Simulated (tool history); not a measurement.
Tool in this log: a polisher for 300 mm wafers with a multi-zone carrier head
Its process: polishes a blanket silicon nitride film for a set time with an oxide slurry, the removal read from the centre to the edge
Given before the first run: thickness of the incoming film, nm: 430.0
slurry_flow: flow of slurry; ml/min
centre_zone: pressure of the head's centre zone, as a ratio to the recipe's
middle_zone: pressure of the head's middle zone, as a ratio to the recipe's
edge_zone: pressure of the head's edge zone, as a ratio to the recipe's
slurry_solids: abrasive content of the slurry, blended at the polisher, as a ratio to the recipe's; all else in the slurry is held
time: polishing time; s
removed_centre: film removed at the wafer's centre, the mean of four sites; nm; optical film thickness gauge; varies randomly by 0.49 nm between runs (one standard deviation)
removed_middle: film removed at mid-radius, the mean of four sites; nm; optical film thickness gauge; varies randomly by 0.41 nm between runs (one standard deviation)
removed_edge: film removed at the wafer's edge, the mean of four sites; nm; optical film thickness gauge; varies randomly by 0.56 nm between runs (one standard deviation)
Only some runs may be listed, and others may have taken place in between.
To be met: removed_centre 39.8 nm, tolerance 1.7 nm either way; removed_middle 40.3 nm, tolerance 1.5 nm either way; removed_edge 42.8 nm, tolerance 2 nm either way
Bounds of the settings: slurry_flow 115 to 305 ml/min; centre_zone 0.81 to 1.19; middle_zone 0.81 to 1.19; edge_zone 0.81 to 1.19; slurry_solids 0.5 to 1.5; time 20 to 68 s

Run 1, hour 0: slurry_flow 195 ml/min, centre_zone 1, middle_zone 1, edge_zone 1, slurry_solids 1, time 44 s. Result: removed_centre 25.919 nm, removed_middle 25.988 nm, removed_edge 26.71 nm.
Run 2, hour 4.4: slurry_flow 195 ml/min, centre_zone 1, middle_zone 1, edge_zone 1.07, slurry_solids 1, time 44 s. Result: removed_centre 25.551 nm, removed_middle 26.385 nm, removed_edge 27.926 nm.
Run 3, hour 9.8: slurry_flow 200 ml/min, centre_zone 1.03, middle_zone 1.01, edge_zone 1.1, slurry_solids 1.15, time 46 s. Result: removed_centre 29.864 nm, removed_middle 30.068 nm, removed_edge 31.319 nm.
Run 4, hour 10.4: slurry_flow 200 ml/min, centre_zone 1.03, middle_zone 1.01, edge_zone 1.1, slurry_solids 1.3, time 46 s. Result: removed_centre 30.741 nm, removed_middle 31.006 nm, removed_edge 33.574 nm.
Run 5, hour 12.6: slurry_flow 150 ml/min, centre_zone 1.03, middle_zone 1.01, edge_zone 1.1, slurry_solids 1.3, time 46 s. Result: removed_centre 29.009 nm, removed_middle 29.605 nm, removed_edge 31.423 nm.
Run 6, hour 16.2: slurry_flow 150 ml/min, centre_zone 1.03, middle_zone 0.97, edge_zone 1.1, slurry_solids 1.3, time 46 s. Result: removed_centre 29.384 nm, removed_middle 28.54 nm, removed_edge 31.947 nm.
Run 7, hour 21: slurry_flow 185 ml/min, centre_zone 1.05, middle_zone 1, edge_zone 1.13, slurry_solids 1.35, time 47 s. Result: removed_centre 32.58 nm, removed_middle 32.245 nm, removed_edge 34.422 nm.
Run 8, hour 22.1: slurry_flow 210 ml/min, centre_zone 1.05, middle_zone 1, edge_zone 1.15, slurry_solids 1.4, time 48 s. Result: removed_centre 34.458 nm, removed_middle 33.523 nm, removed_edge 35.765 nm.
Run 9, hour 28.3: slurry_flow 215 ml/min, centre_zone 1.04, middle_zone 1, edge_zone 1.15, slurry_solids 1.45, time 50 s. Result: removed_centre 36.89 nm, removed_middle 35.523 nm, removed_edge 38.554 nm.
Run 10, hour 34.4: slurry_flow 245 ml/min, centre_zone 1.02, middle_zone 1.07, edge_zone 1.19, slurry_solids 1.5, time 52 s. Result: removed_centre 37.868 nm, removed_middle 40.433 nm, removed_edge 41.403 nm.
Run 11, hour 39.5: slurry_flow 245 ml/min, centre_zone 1.02, middle_zone 1.06, edge_zone 1.19, slurry_solids 1.5, time 52 s. Result: removed_centre 37.319 nm, removed_middle 40.656 nm, removed_edge 40.541 nm.

5 next moves are on the table. One of them brings every result within its allowed miss. Which?
Run A, hour 44.6: slurry_flow 175 ml/min, centre_zone 1.06, middle_zone 1.05, edge_zone 1.19, slurry_solids 1.5, time 56 s. Result: removed_centre ?, removed_middle ?, removed_edge ?.
Run B, hour 44.6: slurry_flow 290 ml/min, centre_zone 1.07, middle_zone 1.12, edge_zone 1.07, slurry_solids 1.45, time 56 s. Result: removed_centre ?, removed_middle ?, removed_edge ?.
Run C, hour 44.6: slurry_flow 280 ml/min, centre_zone 1.15, middle_zone 1, edge_zone 1.12, slurry_solids 1.5, time 54 s. Result: removed_centre ?, removed_middle ?, removed_edge ?.
Run D, hour 44.6: slurry_flow 250 ml/min, centre_zone 1.17, middle_zone 1.14, edge_zone 1.15, slurry_solids 1.5, time 54 s. Result: removed_centre ?, removed_middle ?, removed_edge ?.
Run E, hour 44.6: slurry_flow 200 ml/min, centre_zone 0.93, middle_zone 0.89, edge_zone 1.19, slurry_solids 1.5, time 62 s. Result: removed_centre ?, removed_middle ?, removed_edge ?.

move  removed_centre  removed_middle  removed_edge
   A          39.998          40.841        43.036
   B          43.167          45.736        42.868
   C          45.095          40.377        42.571
   D          45.272          44.561        42.531
   E          39.774          40.289        48.555
A: all results land within tolerance of their targets
B: carries the result that was furthest off beyond its target, to the other side
C: carries the result that was furthest off beyond its target, to the other side
D: carries the result that was furthest off beyond its target, to the other side
E: corrects the largest miss of the last run, while another result sits out of spec
Answer: A

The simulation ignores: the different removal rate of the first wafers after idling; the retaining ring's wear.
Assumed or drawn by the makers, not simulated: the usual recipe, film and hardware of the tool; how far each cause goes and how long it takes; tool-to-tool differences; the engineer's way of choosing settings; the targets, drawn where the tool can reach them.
